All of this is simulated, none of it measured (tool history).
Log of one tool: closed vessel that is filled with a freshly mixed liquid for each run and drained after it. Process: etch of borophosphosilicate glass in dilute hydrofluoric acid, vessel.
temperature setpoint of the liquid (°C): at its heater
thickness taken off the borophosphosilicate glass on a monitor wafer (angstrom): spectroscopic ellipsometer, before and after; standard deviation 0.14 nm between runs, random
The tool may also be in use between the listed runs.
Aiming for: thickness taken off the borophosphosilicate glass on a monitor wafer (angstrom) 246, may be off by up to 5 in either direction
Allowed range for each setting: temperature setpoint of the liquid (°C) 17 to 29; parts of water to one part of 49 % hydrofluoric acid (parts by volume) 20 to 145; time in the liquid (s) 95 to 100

run	day	temperature setpoint of the liquid (°C)	parts of water to one part of 49 % hydrofluoric acid (parts by volume)	time in the liquid (s)	thickness taken off the borophosphosilicate glass on a monitor wafer (angstrom)
1	0	21	80	95	452.11
2	0.079	21	80	100	481.68
3	0.354	21	80	100	475.55
4	0.5	17.5	80	100	415.75
5	0.829	17.5	80	100	417.67
6	1.112	17.5	85	100	385.82
7	1.221	17.5	90	100	363.72
8	1.508	17.5	95	100	341.49
9	1.679	17.5	100	100	324.63
10	1.912	17.5	105	100	307.7
11	2.175	17.5	110	100	289.86
12	2.258	17	115	100	271.3
13	2.562	17	120	100	257.15

4 next moves are on the table. One of them brings every result within its allowed miss. Which?
A	2.867	18.5	125	100	?
B	2.867	17	125	95	?
C	2.867	17	120	95	?
D	2.867	17.5	115	95	?

move	thickness taken off the borophosphosilicate glass on a monitor wafer (angstrom)
A	263.85
B	235.61
C	246.66
D	264.14
A: the biggest miss grows against the last run
B: takes the biggest miss from the last run beyond its target
C: all results in spec
D: the biggest miss grows against the last run
So the answer is move C, the one that meets all the targets.
